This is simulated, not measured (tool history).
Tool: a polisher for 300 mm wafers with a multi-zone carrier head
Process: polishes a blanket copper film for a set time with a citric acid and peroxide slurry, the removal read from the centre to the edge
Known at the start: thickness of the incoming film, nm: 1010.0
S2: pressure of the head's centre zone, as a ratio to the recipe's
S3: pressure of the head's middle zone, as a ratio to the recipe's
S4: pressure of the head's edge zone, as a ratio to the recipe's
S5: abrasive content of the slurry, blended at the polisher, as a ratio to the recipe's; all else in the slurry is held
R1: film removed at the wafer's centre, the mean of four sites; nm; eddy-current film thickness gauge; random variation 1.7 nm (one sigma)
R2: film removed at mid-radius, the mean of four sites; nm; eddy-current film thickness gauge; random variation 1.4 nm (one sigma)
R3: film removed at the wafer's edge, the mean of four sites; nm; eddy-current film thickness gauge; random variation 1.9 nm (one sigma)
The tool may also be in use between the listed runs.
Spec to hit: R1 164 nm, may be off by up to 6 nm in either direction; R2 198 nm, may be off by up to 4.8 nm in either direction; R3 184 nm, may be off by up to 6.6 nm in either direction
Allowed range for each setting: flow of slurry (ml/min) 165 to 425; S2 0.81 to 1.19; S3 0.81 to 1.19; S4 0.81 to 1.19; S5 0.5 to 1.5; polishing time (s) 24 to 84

run 1 hour=0 | flow_of_slurry_(ml/min)=275 S2=1 S3=1 S4=1 S5=1 polishing_time_(s)=54 | R1=123.72 R2=126.5 R3=121.64
run 2 hour=3.7 | flow_of_slurry_(ml/min)=320 S2=1 S3=1 S4=1 S5=1 polishing_time_(s)=54 | R1=126.36 R2=130.25 R3=121.98
run 3 hour=9.3 | flow_of_slurry_(ml/min)=360 S2=1 S3=1 S4=1 S5=1 polishing_time_(s)=54 | R1=129.56 R2=129.19 R3=122.86
run 4 hour=15 | flow_of_slurry_(ml/min)=360 S2=1 S3=1.03 S4=1 S5=1 polishing_time_(s)=54 | R1=125.98 R2=132.44 R3=124.86
run 5 hour=23.1 | flow_of_slurry_(ml/min)=360 S2=1 S3=1.05 S4=1.01 S5=1.1 polishing_time_(s)=56 | R1=133.68 R2=142.75 R3=130.76
run 6 hour=24.8 | flow_of_slurry_(ml/min)=355 S2=0.99 S3=1.06 S4=1.04 S5=1.15 polishing_time_(s)=58 | R1=137.98 R2=148.32 R3=138.36
run 7 hour=26.6 | flow_of_slurry_(ml/min)=350 S2=0.98 S3=1.08 S4=1.06 S5=1.2 polishing_time_(s)=60 | R1=142.39 R2=160.57 R3=143.92
run 8 hour=29.5 | flow_of_slurry_(ml/min)=355 S2=0.96 S3=1.08 S4=1.08 S5=1.25 polishing_time_(s)=62 | R1=144.82 R2=164.83 R3=150.5
run 9 hour=30.6 | flow_of_slurry_(ml/min)=355 S2=0.95 S3=1.08 S4=1.1 S5=1.3 polishing_time_(s)=64 | R1=148.76 R2=171.37 R3=159.74
run 10 hour=34.2 | flow_of_slurry_(ml/min)=355 S2=0.95 S3=1.09 S4=1.11 S5=1.35 polishing_time_(s)=65 | R1=154.56 R2=178.03 R3=166.17
run 11 hour=43.1 | flow_of_slurry_(ml/min)=355 S2=0.95 S3=1.1 S4=1.12 S5=1.4 polishing_time_(s)=66 | R1=157.19 R2=183.13 R3=168.98
run 12 hour=44.2 | flow_of_slurry_(ml/min)=355 S2=0.95 S3=1.11 S4=1.13 S5=1.4 polishing_time_(s)=66 | R1=154.85 R2=182.98 R3=170.78
run 13 hour=44.8 | flow_of_slurry_(ml/min)=360 S2=0.95 S3=1.12 S4=1.14 S5=1.4 polishing_time_(s)=66 | R1=156.94 R2=186.21 R3=169.93
run 14 hour=50.6 | flow_of_slurry_(ml/min)=360 S2=0.95 S3=1.12 S4=1.15 S5=1.4 polishing_time_(s)=67 | R1=157.96 R2=188.23 R3=175.14
run 15 hour=53.9 | flow_of_slurry_(ml/min)=360 S2=0.95 S3=1.13 S4=1.16 S5=1.4 polishing_time_(s)=67 | R1=156.36 R2=190.63 R3=174.63
run 16 hour=55.6 | flow_of_slurry_(ml/min)=360 S2=0.95 S3=1.13 S4=1.17 S5=1.4 polishing_time_(s)=67 | R1=161.5 R2=188.27 R3=177.08

Pick the move, out of 5, that brings all results within their allowed miss; only one does.
run A hour=57.3 | flow_of_slurry_(ml/min)=330 S2=1.07 S3=1.12 S4=1.16 S5=1.15 polishing_time_(s)=66 | R1=? R2=? R3=?
run B hour=57.3 | flow_of_slurry_(ml/min)=330 S2=0.91 S3=0.96 S4=1.19 S5=1.15 polishing_time_(s)=76 | R1=? R2=? R3=?
run C hour=57.3 | flow_of_slurry_(ml/min)=310 S2=0.93 S3=1.11 S4=1.15 S5=1.45 polishing_time_(s)=71 | R1=? R2=? R3=?
run D hour=57.3 | flow_of_slurry_(ml/min)=380 S2=0.93 S3=1.02 S4=1.19 S5=1.2 polishing_time_(s)=72 | R1=? R2=? R3=?
run E hour=57.3 | flow_of_slurry_(ml/min)=380 S2=0.83 S3=1.08 S4=1.07 S5=1.4 polishing_time_(s)=74 | R1=? R2=? R3=?

move=A R1=168.12 R2=177.95 R3=166.26
move=B R1=164.26 R2=180.12 R3=194.43
move=C R1=162.95 R2=197.41 R3=185.13
move=D R1=162.24 R2=182.8 R3=186.99
move=E R1=153.02 R2=202.99 R3=187.1
A: further off than the last run
B: further off than the last run
C: every result lands within tolerance
D: further off than the last run
E: the result that was furthest off in the last run now lies on the other side of its target
Correct choice: C, which meets every target

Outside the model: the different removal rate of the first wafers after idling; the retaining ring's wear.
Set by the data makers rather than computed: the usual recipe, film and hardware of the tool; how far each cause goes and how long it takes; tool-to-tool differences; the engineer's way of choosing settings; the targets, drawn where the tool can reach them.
